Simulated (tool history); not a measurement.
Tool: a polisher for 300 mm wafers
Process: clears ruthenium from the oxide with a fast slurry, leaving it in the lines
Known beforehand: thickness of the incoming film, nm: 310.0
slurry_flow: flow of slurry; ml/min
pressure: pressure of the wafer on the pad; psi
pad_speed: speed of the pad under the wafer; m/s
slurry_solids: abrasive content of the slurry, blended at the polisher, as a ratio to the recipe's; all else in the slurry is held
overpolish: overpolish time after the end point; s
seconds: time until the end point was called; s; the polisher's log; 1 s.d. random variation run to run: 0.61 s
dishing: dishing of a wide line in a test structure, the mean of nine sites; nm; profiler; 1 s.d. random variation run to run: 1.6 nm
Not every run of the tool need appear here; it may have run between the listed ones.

run  hour  slurry_flow  pressure  pad_speed  slurry_solids  overpolish  seconds  dishing
  1     0          165       2.5       1.06              1          29   75.817   74.623
  2   5.3          165       2.5       1.28              1          29   63.504   85.951
  3  12.3          165       2.8        1.3              1          29   54.843   91.612
  4    16          165         3       1.32              1          30   52.599   97.739
  5  16.6          165       3.3       1.34              1          31   45.647    105.7
  6  24.2          165       3.4       1.36              1          32    44.35    108.5
  7  26.5          165       3.5       1.38              1          33   42.641   112.36

For run 8, what comes out?
  8  30.7          165       3.6       1.38              1          34        ?        ?

seconds: 41.292 s
dishing: 113.93 nm

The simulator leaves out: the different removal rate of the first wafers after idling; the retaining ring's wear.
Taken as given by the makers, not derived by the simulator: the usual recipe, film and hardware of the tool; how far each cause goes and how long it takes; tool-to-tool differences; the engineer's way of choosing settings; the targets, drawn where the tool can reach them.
